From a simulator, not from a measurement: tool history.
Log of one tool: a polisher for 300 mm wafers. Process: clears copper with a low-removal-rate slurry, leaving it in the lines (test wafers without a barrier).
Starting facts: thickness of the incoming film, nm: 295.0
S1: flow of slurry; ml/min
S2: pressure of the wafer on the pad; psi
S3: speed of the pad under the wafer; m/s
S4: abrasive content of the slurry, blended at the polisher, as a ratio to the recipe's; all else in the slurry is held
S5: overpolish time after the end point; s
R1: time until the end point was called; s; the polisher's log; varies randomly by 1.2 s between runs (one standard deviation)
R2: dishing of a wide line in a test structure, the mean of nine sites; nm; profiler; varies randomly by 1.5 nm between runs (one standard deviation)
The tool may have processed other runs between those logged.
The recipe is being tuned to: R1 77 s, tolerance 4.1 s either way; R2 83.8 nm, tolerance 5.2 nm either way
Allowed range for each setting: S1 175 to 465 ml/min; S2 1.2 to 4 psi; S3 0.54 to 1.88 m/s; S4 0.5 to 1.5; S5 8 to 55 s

run	hour	S1	S2	S3	S4	S5	R1	R2
1	0	295	2.6	1.2	1	28	88.114	56.465
2	8.4	295	2.6	1.2	1	20	90.636	43.279
3	10.3	295	2	1.2	1	20	114.73	35.582
4	13.3	295	1.4	1.2	1	20	159.72	25.298
5	17.6	295	1.8	1.2	1	24	123.77	37.09
6	24.7	295	2	1.2	1	27	116.41	43.779
7	33	295	2.2	1.2	1	29	104.53	50.11
8	33.7	295	2.4	1.2	1	31	95.366	58.599
9	36.3	295	2.5	1.2	1	32	91.222	59.77

Consider the 5 candidate settings below. Which is the only one whose results all fall within their allowed miss of target?
A	38.9	300	3.3	1.28	0.9	44	?	?
B	38.9	335	3.2	1.24	1.05	41	?	?
C	38.9	195	2.6	1.42	1	41	?	?
D	38.9	225	2.9	1.36	1.25	44	?	?
E	38.9	305	3.2	1.28	1.1	36	?	?

move	R1	R2
A	67.565	96.341
B	69.467	90.433
C	78.1	81.704
D	69.676	92.833
E	67.225	85.065
A: carries the result that was furthest off beyond its target, to the other side
B: carries the result that was furthest off beyond its target, to the other side
C: hits every target within its allowed miss
D: carries the result that was furthest off beyond its target, to the other side
E: corrects the largest miss of the last run, while another result sits out of spec
Correct choice: C, which meets every target
